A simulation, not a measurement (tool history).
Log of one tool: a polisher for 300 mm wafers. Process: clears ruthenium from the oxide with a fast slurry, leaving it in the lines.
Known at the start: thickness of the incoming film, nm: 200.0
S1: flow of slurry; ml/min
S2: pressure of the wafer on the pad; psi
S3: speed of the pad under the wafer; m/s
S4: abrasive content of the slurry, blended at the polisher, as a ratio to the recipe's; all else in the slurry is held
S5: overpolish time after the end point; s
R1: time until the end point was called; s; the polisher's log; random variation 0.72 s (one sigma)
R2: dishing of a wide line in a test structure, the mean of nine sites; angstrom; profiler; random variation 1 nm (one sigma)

| run | day | S1 | S2 | S3 | S4 | S5 | R1 | R2 |
|---|---|---|---|---|---|---|---|---|
| 1 | 0.000 | 295 | 2.8 | 1.24 | 1.0 | 25 | 36.758 | 815.96 |
| 2 | 0.133 | 225 | 2.8 | 1.24 | 1.0 | 25 | 38.280 | 806.94 |
| 3 | 0.229 | 225 | 2.8 | 1.46 | 1.0 | 25 | 32.598 | 887.33 |
| 4 | 0.521 | 225 | 2.8 | 1.46 | 1.0 | 29 | 31.892 | 968.13 |
| 5 | 0.596 | 225 | 2.8 | 1.56 | 1.0 | 29 | 31.024 | 1028.20 |
| 6 | 0.633 | 290 | 2.8 | 1.56 | 1.0 | 29 | 30.065 | 1005.10 |

The next listed run, before its measurement:
| 7 | 0.712 | 290 | 2.5 | 1.56 | 1.0 | 29 | ? | ? |

R1: 33.025 s
R2: 990.96 angstrom
